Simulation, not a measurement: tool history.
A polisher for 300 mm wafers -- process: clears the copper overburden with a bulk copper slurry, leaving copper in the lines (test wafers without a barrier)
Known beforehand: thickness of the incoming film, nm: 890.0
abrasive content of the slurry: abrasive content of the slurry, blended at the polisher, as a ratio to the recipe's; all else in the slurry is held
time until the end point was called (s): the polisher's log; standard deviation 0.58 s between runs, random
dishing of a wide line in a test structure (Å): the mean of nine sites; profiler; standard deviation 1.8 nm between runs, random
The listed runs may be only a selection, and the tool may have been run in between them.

| run | hour | flow of slurry (ml/min) | pressure of the wafer on the pad (psi) | speed of the pad under the wafer (cm/s) | abrasive content of the slurry | overpolish time after the end point (s) | time until the end point was called (s) | dishing of a wide line in a test structure (Å) |
|---|---|---|---|---|---|---|---|---|
| 1 | 0.0 | 260 | 3.3 | 108 | 1.00 | 18 | 77.275 | 1000.5 |
| 2 | 5.5 | 260 | 3.6 | 108 | 1.00 | 19 | 72.446 | 1064.8 |
| 3 | 14.2 | 260 | 3.9 | 108 | 1.00 | 20 | 68.615 | 1151.2 |
| 4 | 21.6 | 260 | 3.9 | 98 | 1.00 | 20 | 73.381 | 1138.4 |
| 5 | 28.9 | 260 | 3.9 | 98 | 0.90 | 20 | 73.882 | 1106.1 |
| 6 | 32.2 | 260 | 3.9 | 98 | 0.95 | 20 | 73.168 | 1115.2 |
| 7 | 36.8 | 260 | 4.2 | 98 | 0.95 | 21 | 68.271 | 1181.3 |
| 8 | 38.4 | 265 | 4.4 | 98 | 0.95 | 22 | 66.032 | 1231.5 |

Run 9 is up next; what results do you expect?
| 9 | 41.5 | 265 | 4.6 | 98 | 0.95 | 23 | ? | ? |

time until the end point was called (s): 64.321
dishing of a wide line in a test structure (Å): 1290.4
